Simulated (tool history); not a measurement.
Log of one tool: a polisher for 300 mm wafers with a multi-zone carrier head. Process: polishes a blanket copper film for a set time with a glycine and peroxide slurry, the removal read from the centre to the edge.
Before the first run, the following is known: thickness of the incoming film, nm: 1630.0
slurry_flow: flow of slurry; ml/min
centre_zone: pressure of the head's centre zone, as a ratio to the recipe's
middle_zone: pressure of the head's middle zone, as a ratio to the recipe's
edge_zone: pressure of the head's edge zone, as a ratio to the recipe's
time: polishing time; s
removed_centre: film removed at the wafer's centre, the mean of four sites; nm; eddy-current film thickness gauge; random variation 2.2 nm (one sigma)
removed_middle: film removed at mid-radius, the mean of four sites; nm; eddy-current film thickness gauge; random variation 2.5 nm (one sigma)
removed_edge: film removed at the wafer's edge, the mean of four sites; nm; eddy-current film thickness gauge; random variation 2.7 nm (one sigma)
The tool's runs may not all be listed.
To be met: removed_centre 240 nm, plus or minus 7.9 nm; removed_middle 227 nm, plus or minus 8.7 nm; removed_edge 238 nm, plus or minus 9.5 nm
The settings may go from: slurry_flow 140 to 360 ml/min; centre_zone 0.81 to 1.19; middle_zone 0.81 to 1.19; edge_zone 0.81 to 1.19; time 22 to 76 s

| run | day | slurry_flow | centre_zone | middle_zone | edge_zone | time | removed_centre | removed_middle | removed_edge |
|---|---|---|---|---|---|---|---|---|---|
| 1 | 0 | 230 | 1 | 1 | 1 | 49 | 259.76 | 266.5 | 255.07 |
| 2 | 0.238 | 230 | 0.93 | 1 | 1 | 49 | 241.18 | 265.57 | 256.39 |
| 3 | 0.417 | 230 | 0.93 | 1 | 0.97 | 49 | 247.65 | 267.95 | 257.04 |
| 4 | 0.792 | 225 | 0.94 | 0.98 | 0.97 | 48 | 240.5 | 256.8 | 244.52 |
| 5 | 0.846 | 220 | 0.95 | 0.96 | 0.98 | 48 | 243.35 | 244 | 246.31 |
| 6 | 0.962 | 220 | 0.87 | 0.96 | 0.98 | 48 | 221.38 | 251.24 | 253.8 |
| 7 | 1.167 | 220 | 0.89 | 0.95 | 0.97 | 48 | 225.05 | 247.83 | 247.69 |
| 8 | 1.454 | 220 | 0.89 | 0.95 | 0.97 | 48 | 226.57 | 243.79 | 246.34 |

4 next moves are on the table. One of them brings every result within its allowed miss. Which?
| A | 1.742 | 260 | 0.97 | 0.89 | 0.97 | 46 | ? | ? | ? |
| B | 1.742 | 225 | 0.88 | 0.95 | 0.91 | 51 | ? | ? | ? |
| C | 1.742 | 230 | 0.84 | 1.08 | 0.86 | 47 | ? | ? | ? |
| D | 1.742 | 180 | 0.89 | 0.96 | 0.98 | 46 | ? | ? | ? |

| move | removed_centre | removed_middle | removed_edge |
|---|---|---|---|
| A | 237.62 | 227.4 | 243.61 |
| B | 235.5 | 260.93 | 260.76 |
| C | 208.67 | 268.12 | 236.38 |
| D | 206.18 | 228.88 | 234.4 |
A: every result lands within tolerance
B: the biggest miss grows against the last run
C: the biggest miss grows against the last run
D: meets the target for the result that was furthest off, but another lies outside its allowed miss
So the answer is move A, the one that meets all the targets.
